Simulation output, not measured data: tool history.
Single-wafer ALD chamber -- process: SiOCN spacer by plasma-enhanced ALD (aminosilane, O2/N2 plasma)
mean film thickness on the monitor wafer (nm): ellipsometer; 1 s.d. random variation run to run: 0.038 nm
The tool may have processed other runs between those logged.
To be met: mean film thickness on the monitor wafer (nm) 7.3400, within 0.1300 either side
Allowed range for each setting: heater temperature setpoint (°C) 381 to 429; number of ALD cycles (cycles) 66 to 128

run  hour  heater temperature setpoint (°C)  number of ALD cycles (cycles)  mean film thickness on the monitor wafer (nm)
  1   0.0                               405                             97                                         6.0527
  2   6.1                               405                            106                                         6.6560
  3  14.4                               403                            107                                         6.6217
  4  23.5                               414                            107                                         6.4656
  5  31.0                               423                            107                                         6.3895
  6  35.8                               421                            109                                         6.4618
  7  39.5                               418                            110                                         6.6244
  8  45.6                               416                            111                                         6.7400
  9  47.1                               414                            112                                         6.8007
 10  50.0                               412                            113                                         6.9292
 11  54.0                               411                            113                                         6.9037
 12  59.7                               410                            114                                         6.9999
 13  67.1                               409                            114                                         7.0446
 14  76.0                               408                            114                                         7.0321
 15  80.3                               407                            114                                         7.0214
 16  85.5                               406                            115                                         7.1831
 17  88.2                               406                            115                                         7.1467
 18  89.2                               405                            115                                         7.1912

Which single option among these 5 for the next run brings every result within its allowed miss of target? Just one does.
  A  90.2                               414                            117                                              ?
  B  90.2                               407                            113                                              ?
  C  90.2                               407                            118                                              ?
  D  90.2                               406                            110                                              ?
  E  90.2                               381                            111                                              ?

move  mean film thickness on the monitor wafer (nm)
   A                                         7.1478
   B                                         7.0350
   C                                         7.3463
   D                                         6.8665
   E                                         6.9929
A: moves away from the targets compared with the last run
B: moves away from the targets compared with the last run
C: all results in spec
D: moves away from the targets compared with the last run
E: moves away from the targets compared with the last run
Answer: C

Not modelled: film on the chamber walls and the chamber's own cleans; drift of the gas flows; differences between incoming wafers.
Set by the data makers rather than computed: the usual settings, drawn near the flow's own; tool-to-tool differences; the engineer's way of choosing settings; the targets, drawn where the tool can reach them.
